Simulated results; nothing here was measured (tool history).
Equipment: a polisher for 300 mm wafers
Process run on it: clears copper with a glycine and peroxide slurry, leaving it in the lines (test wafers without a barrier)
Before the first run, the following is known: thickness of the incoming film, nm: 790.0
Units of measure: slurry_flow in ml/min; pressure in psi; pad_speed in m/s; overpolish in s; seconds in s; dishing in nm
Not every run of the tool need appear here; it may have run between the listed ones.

{"run": 1, "hour": 0.0, "slurry_flow": 120, "pressure": 2.5, "pad_speed": 0.92, "overpolish": 8, "seconds": 201.73, "dishing": 19.764}
{"run": 2, "hour": 1.2, "slurry_flow": 120, "pressure": 2.5, "pad_speed": 0.92, "overpolish": 11, "seconds": 196.66, "dishing": 26.743}
{"run": 3, "hour": 4.2, "slurry_flow": 115, "pressure": 2.3, "pad_speed": 0.96, "overpolish": 10, "seconds": 205.21, "dishing": 23.2}
{"run": 4, "hour": 5.2, "slurry_flow": 115, "pressure": 2.3, "pad_speed": 0.84, "overpolish": 10, "seconds": 216.97, "dishing": 22.223}
{"run": 5, "hour": 9.4, "slurry_flow": 110, "pressure": 2.1, "pad_speed": 0.9, "overpolish": 9, "seconds": 231.66, "dishing": 20.031}
{"run": 6, "hour": 17.5, "slurry_flow": 125, "pressure": 2.1, "pad_speed": 0.9, "overpolish": 9, "seconds": 227.91, "dishing": 20.04}
{"run": 7, "hour": 22.0, "slurry_flow": 115, "pressure": 2.2, "pad_speed": 0.84, "overpolish": 8, "seconds": 230.2, "dishing": 18.101}
{"run": 8, "hour": 26.3, "slurry_flow": 115, "pressure": 2.2, "pad_speed": 0.78, "overpolish": 7, "seconds": 239.48, "dishing": 15.708}
{"run": 9, "hour": 34.7, "slurry_flow": 110, "pressure": 2.3, "pad_speed": 0.72, "overpolish": 6, "seconds": 236.02, "dishing": 13.24}
{"run": 10, "hour": 37.1, "slurry_flow": 105, "pressure": 2.4, "pad_speed": 0.68, "overpolish": 5, "seconds": 243.64, "dishing": 11.079}
{"run": 11, "hour": 38.0, "slurry_flow": 100, "pressure": 2.6, "pad_speed": 0.64, "overpolish": 5, "seconds": 248.8, "dishing": 10.807}
{"run": 12, "hour": 40.9, "slurry_flow": 95, "pressure": 2.8, "pad_speed": 0.62, "overpolish": 5, "seconds": 243.14, "dishing": 11.679}
{"run": 13, "hour": 46.6, "slurry_flow": 110, "pressure": 2.6, "pad_speed": 0.62, "overpolish": 5, "seconds": 247.6, "dishing": 11.151}
{"run": 14, "hour": 49.1, "slurry_flow": 105, "pressure": 2.8, "pad_speed": 0.6, "overpolish": 5, "seconds": 245.71, "dishing": 11.27}
{"run": 15, "hour": 57.4, "slurry_flow": 110, "pressure": 2.1, "pad_speed": 0.86, "overpolish": 2, "seconds": 235.92, "dishing": 4.7762}
{"run": 16, "hour": 64.2, "slurry_flow": 115, "pressure": 2.2, "pad_speed": 0.86, "overpolish": 2, "seconds": 224.29, "dishing": 5.1348}

Run 17, settings as shown, results not yet in. Your forecast:
{"run": 17, "hour": 68.9, "slurry_flow": 115, "pressure": 2.3, "pad_speed": 0.86, "overpolish": 2, "seconds": "?", "dishing": "?"}

seconds: 225.37 s
dishing: 5.2782 nm
